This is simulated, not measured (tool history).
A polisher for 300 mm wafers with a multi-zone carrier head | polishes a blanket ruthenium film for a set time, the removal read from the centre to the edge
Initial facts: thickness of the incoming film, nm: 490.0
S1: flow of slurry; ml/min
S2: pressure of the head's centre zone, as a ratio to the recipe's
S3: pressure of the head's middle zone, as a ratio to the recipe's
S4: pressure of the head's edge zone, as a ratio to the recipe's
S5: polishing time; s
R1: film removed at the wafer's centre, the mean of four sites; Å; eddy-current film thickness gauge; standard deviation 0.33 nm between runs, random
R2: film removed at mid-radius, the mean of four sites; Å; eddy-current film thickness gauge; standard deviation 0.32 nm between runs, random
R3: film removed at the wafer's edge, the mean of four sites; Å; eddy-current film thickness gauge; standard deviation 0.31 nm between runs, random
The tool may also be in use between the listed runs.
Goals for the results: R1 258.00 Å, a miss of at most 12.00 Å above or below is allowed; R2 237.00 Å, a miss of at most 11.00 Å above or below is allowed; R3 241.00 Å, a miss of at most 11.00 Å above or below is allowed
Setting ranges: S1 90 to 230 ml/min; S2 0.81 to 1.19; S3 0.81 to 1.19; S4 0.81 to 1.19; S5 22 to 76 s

Run 1, day 0.000: S1 150 ml/min, S2 1.00, S3 1.00, S4 1.00, S5 49 s. Result: R1 399.99 Å, R2 400.91 Å, R3 394.45 Å.
Run 2, day 0.096: S1 150 ml/min, S2 1.00, S3 0.97, S4 1.00, S5 49 s. Result: R1 390.37 Å, R2 385.53 Å, R3 385.17 Å.
Run 3, day 0.450: S1 150 ml/min, S2 1.00, S3 0.97, S4 1.00, S5 44 s. Result: R1 350.65 Å, R2 357.54 Å, R3 348.79 Å.
Run 4, day 0.704: S1 150 ml/min, S2 1.00, S3 0.97, S4 1.00, S5 52 s. Result: R1 423.18 Å, R2 408.42 Å, R3 412.52 Å.
Run 5, day 0.733: S1 145 ml/min, S2 1.01, S3 0.94, S4 0.98, S5 48 s. Result: R1 389.32 Å, R2 375.99 Å, R3 375.75 Å.
Run 6, day 0.762: S1 145 ml/min, S2 1.01, S3 0.94, S4 0.98, S5 37 s. Result: R1 304.65 Å, R2 287.30 Å, R3 289.64 Å.
Run 7, day 1.042: S1 125 ml/min, S2 0.98, S3 0.88, S4 0.88, S5 31 s. Result: R1 236.81 Å, R2 225.77 Å, R3 230.65 Å.
Run 8, day 1.121: S1 130 ml/min, S2 0.99, S3 0.88, S4 0.88, S5 31 s. Result: R1 244.49 Å, R2 227.21 Å, R3 226.27 Å.
Run 9, day 1.383: S1 135 ml/min, S2 0.99, S3 0.88, S4 0.89, S5 31 s. Result: R1 239.20 Å, R2 235.40 Å, R3 230.85 Å.
Run 10, day 1.483: S1 135 ml/min, S2 1.00, S3 0.88, S4 0.90, S5 31 s. Result: R1 244.91 Å, R2 237.07 Å, R3 231.02 Å.
Run 11, day 1.542: S1 130 ml/min, S2 1.01, S3 0.88, S4 0.91, S5 31 s. Result: R1 246.38 Å, R2 235.92 Å, R3 230.59 Å.
Run 12, day 1.642: S1 125 ml/min, S2 1.02, S3 0.86, S4 0.92, S5 31 s. Result: R1 248.98 Å, R2 226.67 Å, R3 233.84 Å.

Pick the move, out of 4, that brings all results within their allowed miss; only one does.
Run A, day 1.742: S1 100 ml/min, S2 1.19, S3 0.81, S4 0.90, S5 33 s. Result: R1 ?, R2 ?, R3 ?.
Run B, day 1.742: S1 125 ml/min, S2 1.03, S3 0.86, S4 0.88, S5 33 s. Result: R1 ?, R2 ?, R3 ?.
Run C, day 1.742: S1 155 ml/min, S2 1.04, S3 1.08, S4 0.84, S5 28 s. Result: R1 ?, R2 ?, R3 ?.
Run D, day 1.742: S1 140 ml/min, S2 1.06, S3 0.82, S4 0.99, S5 29 s. Result: R1 ?, R2 ?, R3 ?.

move      R1      R2      R3
   A  283.39  224.58  239.78
   B  261.12  243.49  246.88
   C  235.24  239.04  212.01
   D  242.70  214.80  231.11
A: its largest miss is bigger than the last run's
B: every result within its allowed miss
C: brings the result that was furthest off to its target, and leaves another outside
D: its largest miss is bigger than the last run's
B meets every target.
